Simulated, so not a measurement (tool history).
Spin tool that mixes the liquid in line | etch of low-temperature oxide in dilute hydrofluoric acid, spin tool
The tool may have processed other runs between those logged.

run	hour	temperature setpoint of the liquid (K)	parts of water to one part of 49 % hydrofluoric acid (parts by volume)	time under the liquid (s)	thickness taken off the low-temperature oxide on a monitor wafer (Å)
1	0.0	299.15	70	15	88.607
2	8.5	300.65	70	15	94.430
3	11.8	300.65	70	15	93.765
4	15.3	302.15	70	15	99.958
5	17.5	303.15	70	15	104.300
6	21.9	304.15	70	15	107.610
7	27.2	304.65	70	15	109.480
8	34.7	305.15	70	15	112.020

Run 9 is up next; what results do you expect?
9	35.7	305.65	70	15	?

thickness taken off the low-temperature oxide on a monitor wafer (Å): 114.590
